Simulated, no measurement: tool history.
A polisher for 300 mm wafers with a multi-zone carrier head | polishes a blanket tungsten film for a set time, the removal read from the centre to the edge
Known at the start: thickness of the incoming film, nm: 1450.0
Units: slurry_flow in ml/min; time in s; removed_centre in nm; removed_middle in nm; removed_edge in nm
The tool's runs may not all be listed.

{"run": 1, "hour": 0.0, "slurry_flow": 150, "centre_zone": 1, "middle_zone": 1, "edge_zone": 1, "slurry_solids": 1, "time": 40, "removed_centre": 342.98, "removed_middle": 328.74, "removed_edge": 323.91}
{"run": 2, "hour": 6.0, "slurry_flow": 165, "centre_zone": 1, "middle_zone": 1, "edge_zone": 1, "slurry_solids": 1, "time": 40, "removed_centre": 355.07, "removed_middle": 338.64, "removed_edge": 321.59}
{"run": 3, "hour": 7.7, "slurry_flow": 145, "centre_zone": 0.96, "middle_zone": 0.98, "edge_zone": 1.03, "slurry_solids": 1, "time": 40, "removed_centre": 332.16, "removed_middle": 319.81, "removed_edge": 323.61}
{"run": 4, "hour": 8.5, "slurry_flow": 145, "centre_zone": 0.96, "middle_zone": 0.95, "edge_zone": 1.03, "slurry_solids": 1, "time": 40, "removed_centre": 322.91, "removed_middle": 299.56, "removed_edge": 318.08}
{"run": 5, "hour": 14.6, "slurry_flow": 145, "centre_zone": 0.96, "middle_zone": 0.95, "edge_zone": 1.03, "slurry_solids": 1.1, "time": 40, "removed_centre": 342.42, "removed_middle": 323.51, "removed_edge": 334.79}
{"run": 6, "hour": 16.4, "slurry_flow": 145, "centre_zone": 0.96, "middle_zone": 0.91, "edge_zone": 1.03, "slurry_solids": 1.1, "time": 40, "removed_centre": 336.93, "removed_middle": 305.88, "removed_edge": 331.59}
{"run": 7, "hour": 21.2, "slurry_flow": 130, "centre_zone": 0.92, "middle_zone": 0.92, "edge_zone": 1.07, "slurry_solids": 1.1, "time": 40, "removed_centre": 315.59, "removed_middle": 300.56, "removed_edge": 339.35}
{"run": 8, "hour": 28.2, "slurry_flow": 120, "centre_zone": 0.89, "middle_zone": 0.92, "edge_zone": 1.08, "slurry_solids": 1.1, "time": 40, "removed_centre": 299.38, "removed_middle": 296.53, "removed_edge": 330.03}

Forecast run 9:
{"run": 9, "hour": 32.9, "slurry_flow": 115, "centre_zone": 0.87, "middle_zone": 0.91, "edge_zone": 1.11, "slurry_solids": 1.1, "time": 40, "removed_centre": "?", "removed_middle": "?", "removed_edge": "?"}

removed_centre: 288.33 nm
removed_middle: 296.47 nm
removed_edge: 338.36 nm
